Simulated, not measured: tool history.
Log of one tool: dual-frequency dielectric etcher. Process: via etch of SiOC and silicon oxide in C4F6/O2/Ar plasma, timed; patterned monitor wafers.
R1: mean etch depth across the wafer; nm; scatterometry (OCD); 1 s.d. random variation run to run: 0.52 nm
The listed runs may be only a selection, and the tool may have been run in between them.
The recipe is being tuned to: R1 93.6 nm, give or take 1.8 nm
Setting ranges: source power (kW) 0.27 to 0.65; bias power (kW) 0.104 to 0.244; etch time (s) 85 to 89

{"run": 1, "hour": 0.0, "source power (kW)": 0.46, "bias power (kW)": 0.174, "etch time (s)": 85, "R1": 105.42}
{"run": 2, "hour": 1.1, "source power (kW)": 0.42, "bias power (kW)": 0.171, "etch time (s)": 85, "R1": 100.73}
{"run": 3, "hour": 7.4, "source power (kW)": 0.42, "bias power (kW)": 0.171, "etch time (s)": 89, "R1": 105.83}
{"run": 4, "hour": 10.4, "source power (kW)": 0.38, "bias power (kW)": 0.169, "etch time (s)": 89, "R1": 100.57}
{"run": 5, "hour": 17.9, "source power (kW)": 0.34, "bias power (kW)": 0.169, "etch time (s)": 89, "R1": 96.073}
{"run": 6, "hour": 22.9, "source power (kW)": 0.34, "bias power (kW)": 0.184, "etch time (s)": 89, "R1": 99.842}
{"run": 7, "hour": 30.5, "source power (kW)": 0.32, "bias power (kW)": 0.183, "etch time (s)": 89, "R1": 97.115}
{"run": 8, "hour": 39.1, "source power (kW)": 0.31, "bias power (kW)": 0.183, "etch time (s)": 89, "R1": 95.46}

Exercise: of the 4 proposed moves below, exactly one satisfies all targets within the stated allowed misses. Which move is it?
{"run": "A", "hour": 47.7, "source power (kW)": 0.34, "bias power (kW)": 0.183, "etch time (s)": 88, "R1": "?"}
{"run": "B", "hour": 47.7, "source power (kW)": 0.3, "bias power (kW)": 0.201, "etch time (s)": 89, "R1": "?"}
{"run": "C", "hour": 47.7, "source power (kW)": 0.34, "bias power (kW)": 0.166, "etch time (s)": 86.5, "R1": "?"}
{"run": "D", "hour": 47.7, "source power (kW)": 0.33, "bias power (kW)": 0.199, "etch time (s)": 85.5, "R1": "?"}

move=A R1=98.378
move=B R1=98.491
move=C R1=92.881
move=D R1=97.803
A: its largest miss is bigger than the last run's
B: its largest miss is bigger than the last run's
C: every result lands within tolerance
D: its largest miss is bigger than the last run's
So the answer is move C, the one that meets all the targets.
